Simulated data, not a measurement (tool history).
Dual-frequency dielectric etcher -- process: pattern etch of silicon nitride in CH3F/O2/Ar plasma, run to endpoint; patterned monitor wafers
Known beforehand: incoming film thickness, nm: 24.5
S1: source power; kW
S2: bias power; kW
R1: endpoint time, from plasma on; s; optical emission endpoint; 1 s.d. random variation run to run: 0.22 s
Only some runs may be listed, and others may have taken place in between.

run    day    S1     S2      R1
  1      0  0.34  0.082  37.556
  2  0.238  0.28  0.082  41.392
  3  0.429  0.31  0.084  38.294
  4  0.512  0.31  0.076   40.07
  5  0.804  0.37  0.076  36.889
  6  0.975  0.35  0.076  37.791
  7  1.333  0.37  0.077  36.094
  8  1.662  0.38  0.078   35.81
  9  1.833  0.39  0.079  35.657
 10  1.896   0.4   0.08  34.957

The next listed run, before its measurement:
 11  1.921  0.41  0.081   ?

{"run 11": {"R1": 34.635}}

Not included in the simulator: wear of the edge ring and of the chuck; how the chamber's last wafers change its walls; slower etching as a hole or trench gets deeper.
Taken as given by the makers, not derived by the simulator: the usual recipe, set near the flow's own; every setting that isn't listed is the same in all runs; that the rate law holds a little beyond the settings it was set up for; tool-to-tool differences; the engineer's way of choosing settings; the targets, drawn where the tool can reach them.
